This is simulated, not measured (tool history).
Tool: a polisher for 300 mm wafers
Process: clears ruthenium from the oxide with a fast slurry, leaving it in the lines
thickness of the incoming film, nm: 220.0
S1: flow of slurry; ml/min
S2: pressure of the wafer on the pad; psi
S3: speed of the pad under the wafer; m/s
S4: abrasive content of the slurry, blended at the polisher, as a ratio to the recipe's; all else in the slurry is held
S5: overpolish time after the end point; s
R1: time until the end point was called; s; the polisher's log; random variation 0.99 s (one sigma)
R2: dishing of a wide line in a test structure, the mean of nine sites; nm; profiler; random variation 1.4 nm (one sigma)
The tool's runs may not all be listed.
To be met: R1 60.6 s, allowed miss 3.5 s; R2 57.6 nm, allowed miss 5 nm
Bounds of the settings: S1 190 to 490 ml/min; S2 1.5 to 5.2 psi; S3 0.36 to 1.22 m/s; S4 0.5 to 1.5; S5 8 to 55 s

run 1 hour=0 | S1=315 S2=3.3 S3=0.78 S4=1 S5=28 | R1=53.859 R2=81.404
run 2 hour=6.1 | S1=315 S2=3.3 S3=0.78 S4=1 S5=27 | R1=54.545 R2=76.217
run 3 hour=10.7 | S1=315 S2=3.3 S3=0.78 S4=0.85 S5=27 | R1=60.36 R2=68.902
run 4 hour=11.8 | S1=390 S2=3.3 S3=0.78 S4=0.85 S5=27 | R1=58.382 R2=74.099
run 5 hour=19.7 | S1=390 S2=3.3 S3=0.78 S4=0.85 S5=26 | R1=61.226 R2=66.965
run 6 hour=25.9 | S1=390 S2=2.6 S3=0.78 S4=0.85 S5=26 | R1=75.426 R2=55.679
run 7 hour=30.3 | S1=390 S2=2.7 S3=0.78 S4=0.85 S5=25 | R1=73.462 R2=57.034
run 8 hour=31.4 | S1=390 S2=2.8 S3=0.78 S4=0.85 S5=24 | R1=71.959 R2=58.447
run 9 hour=37.3 | S1=390 S2=3.4 S3=0.8 S4=0.85 S5=16 | R1=57.006 R2=48.617
run 10 hour=38.9 | S1=390 S2=3.4 S3=0.8 S4=0.85 S5=17 | R1=54.546 R2=48.292
run 11 hour=43 | S1=390 S2=3.4 S3=0.8 S4=0.85 S5=18 | R1=58.83 R2=55.313
run 12 hour=46.1 | S1=390 S2=3.4 S3=0.8 S4=0.85 S5=18 | R1=57.739 R2=52.131

5 next moves are on the table. One of them brings every result within its allowed miss. Which?
run A hour=49.2 | S1=430 S2=3.1 S3=0.8 S4=0.9 S5=15 | R1=? R2=?
run B hour=49.2 | S1=400 S2=3.6 S3=0.78 S4=0.85 S5=16 | R1=? R2=?
run C hour=49.2 | S1=385 S2=4 S3=0.74 S4=0.8 S5=15 | R1=? R2=?
run D hour=49.2 | S1=365 S2=3.3 S3=0.76 S4=0.85 S5=22 | R1=? R2=?
run E hour=49.2 | S1=475 S2=3.3 S3=0.82 S4=0.8 S5=14 | R1=? R2=?

move=A R1=57.832 R2=42.986
move=B R1=53.555 R2=48.855
move=C R1=53.317 R2=46.279
move=D R1=60.076 R2=58.536
move=E R1=57.543 R2=40.543
A: further off than the last run
B: further off than the last run
C: further off than the last run
D: meets every target
E: further off than the last run
Answer: D
